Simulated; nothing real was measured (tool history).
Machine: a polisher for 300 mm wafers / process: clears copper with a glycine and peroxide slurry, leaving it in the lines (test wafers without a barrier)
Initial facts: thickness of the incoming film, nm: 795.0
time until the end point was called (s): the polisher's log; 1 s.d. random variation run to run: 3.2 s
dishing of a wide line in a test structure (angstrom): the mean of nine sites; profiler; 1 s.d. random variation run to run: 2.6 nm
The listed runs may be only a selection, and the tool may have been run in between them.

run  hour  flow of slurry (ml/min)  pressure of the wafer on the pad (psi)  speed of the pad under the wafer (m/s)  overpolish time after the end point (s)  time until the end point was called (s)  dishing of a wide line in a test structure (angstrom)
  1     0                      130                                     3.1                                    0.88                                       27                                   133.37                                                 908.55
  2   0.9                      130                                     2.9                                    0.86                                       30                                   146.62                                                 974.32
  3   8.4                      130                                     2.8                                    0.86                                       31                                   153.13                                                 949.51
  4    13                      145                                     2.8                                    0.86                                       31                                   150.29                                                 965.09
  5  21.6                      145                                     2.7                                    0.86                                       33                                   151.63                                                   1046
  6  22.7                      115                                     2.7                                    0.86                                       33                                    154.9                                                  944.1
  7  23.7                      115                                     2.6                                    0.86                                       35                                   157.85                                                 977.02

Forecast run 8:
  8  26.9                      115                                     2.5                                    0.86                                       36                                        ?                                                      ?

{"run 8": {"time until the end point was called (s)": 170.32, "dishing of a wide line in a test structure (angstrom)": 987.6}}
